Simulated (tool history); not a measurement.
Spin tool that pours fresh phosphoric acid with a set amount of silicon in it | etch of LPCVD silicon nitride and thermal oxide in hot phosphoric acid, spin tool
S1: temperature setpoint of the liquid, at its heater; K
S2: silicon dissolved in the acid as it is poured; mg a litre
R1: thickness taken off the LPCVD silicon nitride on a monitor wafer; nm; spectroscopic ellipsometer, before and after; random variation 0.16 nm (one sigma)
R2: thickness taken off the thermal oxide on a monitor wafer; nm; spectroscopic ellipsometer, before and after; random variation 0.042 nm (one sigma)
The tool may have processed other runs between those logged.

Run 1, day 0: S1 435.15 K, S2 8.5 mg a litre, time under the liquid (s) 180. Result: R1 16.763 nm, R2 0.55247 nm.
Run 2, day 0.312: S1 435.15 K, S2 4 mg a litre, time under the liquid (s) 180. Result: R1 16.518 nm, R2 0.54024 nm.
Run 3, day 0.383: S1 435.65 K, S2 5.5 mg a litre, time under the liquid (s) 185. Result: R1 17.479 nm, R2 0.56093 nm.
Run 4, day 0.662: S1 436.15 K, S2 6 mg a litre, time under the liquid (s) 185. Result: R1 17.783 nm, R2 0.67212 nm.
Run 5, day 0.954: S1 436.15 K, S2 4 mg a litre, time under the liquid (s) 185. Result: R1 17.822 nm, R2 0.57265 nm.
Run 6, day 1.058: S1 436.15 K, S2 4 mg a litre, time under the liquid (s) 125. Result: R1 11.908 nm, R2 0.39142 nm.
Run 7, day 1.079: S1 436.15 K, S2 3.5 mg a litre, time under the liquid (s) 145. Result: R1 13.987 nm, R2 0.46937 nm.

What will run 8 give?
Run 8, day 1.15: S1 436.15 K, S2 2.5 mg a litre, time under the liquid (s) 160. Result: R1 ?, R2 ?.

R1: 15.337 nm
R2: 0.57829 nm

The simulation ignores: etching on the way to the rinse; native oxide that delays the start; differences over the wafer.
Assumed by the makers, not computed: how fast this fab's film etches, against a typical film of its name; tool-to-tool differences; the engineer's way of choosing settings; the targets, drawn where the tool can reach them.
